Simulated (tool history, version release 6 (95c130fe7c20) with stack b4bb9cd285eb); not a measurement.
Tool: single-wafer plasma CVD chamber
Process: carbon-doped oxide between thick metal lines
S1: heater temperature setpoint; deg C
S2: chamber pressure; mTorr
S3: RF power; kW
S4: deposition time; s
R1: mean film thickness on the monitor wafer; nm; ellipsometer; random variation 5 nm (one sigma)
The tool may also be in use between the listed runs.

Run 1, hour 0: S1 360 deg C, S2 4850 mTorr, S3 0.585 kW, S4 255 s. Result: R1 1398.2 nm.
Run 2, hour 8.1: S1 361 deg C, S2 4710 mTorr, S3 0.57 kW, S4 255 s. Result: R1 1386.5 nm.
Run 3, hour 10.1: S1 363 deg C, S2 4590 mTorr, S3 0.55 kW, S4 255 s. Result: R1 1338.3 nm.
Run 4, hour 19: S1 355 deg C, S2 4590 mTorr, S3 0.55 kW, S4 255 s. Result: R1 1362.8 nm.
Run 5, hour 27.7: S1 356 deg C, S2 4480 mTorr, S3 0.535 kW, S4 255 s. Result: R1 1339.6 nm.
Run 6, hour 31: S1 356 deg C, S2 4480 mTorr, S3 0.47 kW, S4 255 s. Result: R1 1245 nm.

The next listed run, before its measurement:
Run 7, hour 33: S1 357 deg C, S2 4410 mTorr, S3 0.465 kW, S4 255 s. Result: R1 ?.

Run 7 gave R1 1231.6 nm.
